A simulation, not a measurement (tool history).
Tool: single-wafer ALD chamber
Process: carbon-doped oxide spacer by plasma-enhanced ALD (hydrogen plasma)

| run | hour | heater temperature setpoint (deg C) | number of ALD cycles (cycles) | mean film thickness on the monitor wafer (angstrom) |
|---|---|---|---|---|
| 1 | 0.0 | 385 | 546 | 269.01 |
| 2 | 4.3 | 390 | 546 | 269.05 |
| 3 | 12.5 | 396 | 546 | 269.09 |
| 4 | 13.5 | 396 | 490 | 241.43 |
| 5 | 21.0 | 396 | 414 | 204.58 |
| 6 | 28.8 | 386 | 414 | 203.85 |
| 7 | 31.1 | 386 | 420 | 206.58 |

Estimate the outcome of run 8 from the log above:
| 8 | 32.8 | 386 | 469 | ? |

For run 8 the tool returned mean film thickness on the monitor wafer (angstrom) 231.95.
